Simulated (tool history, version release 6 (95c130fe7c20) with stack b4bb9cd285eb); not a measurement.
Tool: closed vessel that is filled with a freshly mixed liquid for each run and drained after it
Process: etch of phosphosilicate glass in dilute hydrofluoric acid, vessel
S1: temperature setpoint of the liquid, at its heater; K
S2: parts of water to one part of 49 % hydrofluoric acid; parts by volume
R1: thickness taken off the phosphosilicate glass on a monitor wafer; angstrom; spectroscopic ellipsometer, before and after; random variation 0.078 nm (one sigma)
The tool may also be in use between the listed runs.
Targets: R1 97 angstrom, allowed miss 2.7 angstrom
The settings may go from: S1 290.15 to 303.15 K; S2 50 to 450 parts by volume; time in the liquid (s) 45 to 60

run 1 hour=0 | S1=295.15 S2=250 time_in_the_liquid_(s)=60 | R1=184.71
run 2 hour=5 | S1=294.15 S2=275 time_in_the_liquid_(s)=60 | R1=158.22
run 3 hour=8.5 | S1=294.15 S2=275 time_in_the_liquid_(s)=45 | R1=118.96
run 4 hour=15.7 | S1=293.15 S2=275 time_in_the_liquid_(s)=45 | R1=113.41
run 5 hour=16.9 | S1=293.15 S2=215 time_in_the_liquid_(s)=45 | R1=155.65
run 6 hour=25 | S1=293.15 S2=130 time_in_the_liquid_(s)=45 | R1=281.49
run 7 hour=30.3 | S1=292.15 S2=165 time_in_the_liquid_(s)=45 | R1=204.13
run 8 hour=35 | S1=291.65 S2=190 time_in_the_liquid_(s)=45 | R1=168.88
run 9 hour=42.4 | S1=291.15 S2=210 time_in_the_liquid_(s)=45 | R1=148.94
run 10 hour=45.4 | S1=290.65 S2=225 time_in_the_liquid_(s)=45 | R1=133.85

Which of these 4 next moves meets every target?
run A hour=48.4 | S1=290.15 S2=305 time_in_the_liquid_(s)=45 | R1=?
run B hour=48.4 | S1=290.65 S2=380 time_in_the_liquid_(s)=60 | R1=?
run C hour=48.4 | S1=290.65 S2=320 time_in_the_liquid_(s)=50 | R1=?
run D hour=48.4 | S1=290.65 S2=245 time_in_the_liquid_(s)=45 | R1=?

move=A R1=90.09
move=B R1=92.403
move=C R1=96.01
move=D R1=120.36
A: takes the result that was furthest off past its target
B: takes the result that was furthest off past its target
C: meets every target
D: nearer than the last run, and not there yet
The right move is C.
